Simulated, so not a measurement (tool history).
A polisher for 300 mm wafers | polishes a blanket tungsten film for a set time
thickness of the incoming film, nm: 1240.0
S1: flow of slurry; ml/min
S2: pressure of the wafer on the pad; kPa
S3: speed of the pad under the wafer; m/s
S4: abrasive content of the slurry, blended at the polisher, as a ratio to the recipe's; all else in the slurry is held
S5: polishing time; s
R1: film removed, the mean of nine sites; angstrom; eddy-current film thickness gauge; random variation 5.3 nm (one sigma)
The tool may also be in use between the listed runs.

run  hour   S1    S2    S3  S4  S5      R1
  1     0  315  31.7  1.02   1  45  2928.9
  2   7.7  390  31.7  1.02   1  45    2917
  3  10.6  390  31.7  0.84   1  45  2463.1
  4  17.6  445  31.7  0.84   1  45  2402.8
  5  22.4  445  33.8  0.86   1  45  2685.8
  6  27.5  445  41.4  0.86   1  45  3253.8
  7  28.6  445  42.1  0.88   1  45  3353.3
  8    34  445  42.7   0.9   1  45  3524.6
  9  42.2  445  43.4   0.9   1  45  3561.6

Forecast run 10:
 10  45.6  445  44.1  0.92   1  45   ?

R1: 3731 angstrom
